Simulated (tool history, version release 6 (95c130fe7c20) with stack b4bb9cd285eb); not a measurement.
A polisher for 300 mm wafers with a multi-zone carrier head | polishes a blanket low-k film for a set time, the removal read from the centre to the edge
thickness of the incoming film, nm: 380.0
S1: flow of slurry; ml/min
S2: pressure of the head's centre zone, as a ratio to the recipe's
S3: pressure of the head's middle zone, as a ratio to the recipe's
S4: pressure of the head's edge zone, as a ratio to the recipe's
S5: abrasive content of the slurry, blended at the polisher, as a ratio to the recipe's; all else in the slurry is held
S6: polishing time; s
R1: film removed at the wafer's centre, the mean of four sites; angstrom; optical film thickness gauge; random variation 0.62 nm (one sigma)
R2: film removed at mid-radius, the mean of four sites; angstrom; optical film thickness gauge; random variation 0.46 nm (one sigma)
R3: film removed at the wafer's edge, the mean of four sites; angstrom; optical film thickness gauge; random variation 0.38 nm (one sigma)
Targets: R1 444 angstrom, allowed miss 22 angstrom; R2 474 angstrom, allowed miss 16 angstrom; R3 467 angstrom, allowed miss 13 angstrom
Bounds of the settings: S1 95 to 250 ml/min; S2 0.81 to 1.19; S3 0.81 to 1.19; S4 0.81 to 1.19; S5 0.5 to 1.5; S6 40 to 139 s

{"run": 1, "day": 0.0, "S1": 160, "S2": 1, "S3": 1, "S4": 1, "S5": 1, "S6": 89, "R1": 388.9, "R2": 393.26, "R3": 390.53}
{"run": 2, "day": 0.354, "S1": 160, "S2": 1, "S3": 1, "S4": 0.96, "S5": 1, "S6": 89, "R1": 400.71, "R2": 392.61, "R3": 377.84}
{"run": 3, "day": 0.671, "S1": 160, "S2": 1, "S3": 1, "S4": 0.96, "S5": 1, "S6": 67, "R1": 294.61, "R2": 299.62, "R3": 288.06}
{"run": 4, "day": 0.95, "S1": 160, "S2": 1, "S3": 1, "S4": 0.96, "S5": 1, "S6": 47, "R1": 205.57, "R2": 208.11, "R3": 202.39}
{"run": 5, "day": 1.225, "S1": 160, "S2": 1, "S3": 1, "S4": 0.96, "S5": 1.15, "S6": 47, "R1": 223.32, "R2": 215.1, "R3": 206.87}
{"run": 6, "day": 1.592, "S1": 160, "S2": 1, "S3": 0.95, "S4": 0.96, "S5": 1.15, "S6": 47, "R1": 218.11, "R2": 210.21, "R3": 208.74}
{"run": 7, "day": 1.95, "S1": 165, "S2": 0.97, "S3": 0.97, "S4": 1, "S5": 1.25, "S6": 57, "R1": 257.89, "R2": 261.57, "R3": 271.51}
{"run": 8, "day": 2.3, "S1": 180, "S2": 0.98, "S3": 1.02, "S4": 1.03, "S5": 1.3, "S6": 61, "R1": 294.03, "R2": 297.15, "R3": 293.83}
{"run": 9, "day": 2.608, "S1": 190, "S2": 0.98, "S3": 1.04, "S4": 1.06, "S5": 1.35, "S6": 65, "R1": 313.32, "R2": 327.97, "R3": 326.74}
{"run": 10, "day": 2.846, "S1": 195, "S2": 0.99, "S3": 1.06, "S4": 1.08, "S5": 1.4, "S6": 69, "R1": 341.23, "R2": 363.33, "R3": 350.26}
{"run": 11, "day": 2.9, "S1": 200, "S2": 0.99, "S3": 1.06, "S4": 1.1, "S5": 1.4, "S6": 72, "R1": 360.13, "R2": 379.35, "R3": 366.7}
{"run": 12, "day": 3.275, "S1": 200, "S2": 0.99, "S3": 1.06, "S4": 1.1, "S5": 1.4, "S6": 72, "R1": 365.48, "R2": 378.96, "R3": 371.83}
{"run": 13, "day": 3.492, "S1": 205, "S2": 0.99, "S3": 1.07, "S4": 1.12, "S5": 1.4, "S6": 74, "R1": 360.97, "R2": 394.43, "R3": 386.53}
{"run": 14, "day": 3.762, "S1": 210, "S2": 1, "S3": 1.07, "S4": 1.13, "S5": 1.4, "S6": 76, "R1": 389, "R2": 399.62, "R3": 399.97}
{"run": 15, "day": 4.025, "S1": 215, "S2": 1, "S3": 1.08, "S4": 1.14, "S5": 1.4, "S6": 77, "R1": 393.49, "R2": 411.01, "R3": 404.69}
{"day": 4.067, "done": "edge zone pressure recalibrated"}
{"run": 16, "day": 4.067, "S1": 215, "S2": 1, "S3": 1.08, "S4": 1.15, "S5": 1.4, "S6": 79, "R1": 401.36, "R2": 426.49, "R3": 444.71}
{"run": 17, "day": 4.146, "S1": 220, "S2": 1.01, "S3": 1.09, "S4": 1.16, "S5": 1.4, "S6": 79, "R1": 411.42, "R2": 424.99, "R3": 448.05}
{"run": 18, "day": 4.438, "S1": 225, "S2": 1.01, "S3": 1.11, "S4": 1.16, "S5": 1.4, "S6": 79, "R1": 397.97, "R2": 437.05, "R3": 443.37}
{"run": 19, "day": 4.604, "S1": 225, "S2": 1.01, "S3": 1.11, "S4": 1.16, "S5": 1.4, "S6": 79, "R1": 408.18, "R2": 434.77, "R3": 439.83}

Which of these 4 next moves meets every target?
{"run": "A", "day": 4.771, "S1": 225, "S2": 1.02, "S3": 1.13, "S4": 1.13, "S5": 1.4, "S6": 84, "R1": "?", "R2": "?", "R3": "?"}
{"run": "B", "day": 4.771, "S1": 235, "S2": 0.98, "S3": 1.19, "S4": 1.05, "S5": 1.5, "S6": 86, "R1": "?", "R2": "?", "R3": "?"}
{"run": "C", "day": 4.771, "S1": 240, "S2": 0.99, "S3": 1.19, "S4": 1.06, "S5": 1.4, "S6": 87, "R1": "?", "R2": "?", "R3": "?"}
{"run": "D", "day": 4.771, "S1": 210, "S2": 0.86, "S3": 1.19, "S4": 1.08, "S5": 1.3, "S6": 89, "R1": "?", "R2": "?", "R3": "?"}

move=A R1=439.24 R2=468.27 R3=467.78
move=B R1=443.15 R2=512.82 R3=472.16
move=C R1=445.01 R2=509.57 R3=471.14
move=D R1=380.29 R2=503.06 R3=470.91
A: meets every target
B: takes the result that was furthest off past its target
C: takes the result that was furthest off past its target
D: takes the result that was furthest off past its target
Answer: A
